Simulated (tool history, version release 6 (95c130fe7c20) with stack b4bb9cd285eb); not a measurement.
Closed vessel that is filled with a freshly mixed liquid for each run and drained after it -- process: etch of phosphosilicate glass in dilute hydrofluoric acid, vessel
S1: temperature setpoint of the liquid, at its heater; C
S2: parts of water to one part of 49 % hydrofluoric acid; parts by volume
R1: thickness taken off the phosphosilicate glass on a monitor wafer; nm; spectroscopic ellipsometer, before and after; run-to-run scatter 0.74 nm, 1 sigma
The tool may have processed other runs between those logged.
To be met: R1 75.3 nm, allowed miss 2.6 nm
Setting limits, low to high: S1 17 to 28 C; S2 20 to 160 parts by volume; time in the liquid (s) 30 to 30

Run 1, day 0: S1 20 C, S2 90 parts by volume, time in the liquid (s) 30. Result: R1 36.199 nm.
Run 2, day 0.1: S1 20 C, S2 90 parts by volume, time in the liquid (s) 30. Result: R1 36.229 nm.
Run 3, day 0.383: S1 22.5 C, S2 90 parts by volume, time in the liquid (s) 30. Result: R1 39.623 nm.
Run 4, day 0.512: S1 23.5 C, S2 85 parts by volume, time in the liquid (s) 30. Result: R1 43.63 nm.
Run 5, day 0.842: S1 24.5 C, S2 80 parts by volume, time in the liquid (s) 30. Result: R1 48.418 nm.
Run 6, day 1.2: S1 25 C, S2 75 parts by volume, time in the liquid (s) 30. Result: R1 54.082 nm.
Run 7, day 1.404: S1 25.5 C, S2 70 parts by volume, time in the liquid (s) 30. Result: R1 59.133 nm.
Run 8, day 1.45: S1 26 C, S2 70 parts by volume, time in the liquid (s) 30. Result: R1 59.543 nm.
Run 9, day 1.817: S1 26.5 C, S2 70 parts by volume, time in the liquid (s) 30. Result: R1 61.34 nm.

Of the 4 settings listed for the next run, only one would bring every result within its allowed miss of target. Which one?
Run A, day 2.183: S1 28 C, S2 55 parts by volume, time in the liquid (s) 30. Result: R1 ?.
Run B, day 2.183: S1 23.5 C, S2 75 parts by volume, time in the liquid (s) 30. Result: R1 ?.
Run C, day 2.183: S1 27.5 C, S2 60 parts by volume, time in the liquid (s) 30. Result: R1 ?.
Run D, day 2.183: S1 27.5 C, S2 70 parts by volume, time in the liquid (s) 30. Result: R1 ?.

move      R1
   A  85.005
   B  50.655
   C  75.843
   D  64.097
A: moves the result that the last run missed by most past its target, out the other side
B: misses by more than the last run did
C: every result lands within tolerance
D: closes in on the targets versus the last run, not all within tolerance yet
The right move is C.

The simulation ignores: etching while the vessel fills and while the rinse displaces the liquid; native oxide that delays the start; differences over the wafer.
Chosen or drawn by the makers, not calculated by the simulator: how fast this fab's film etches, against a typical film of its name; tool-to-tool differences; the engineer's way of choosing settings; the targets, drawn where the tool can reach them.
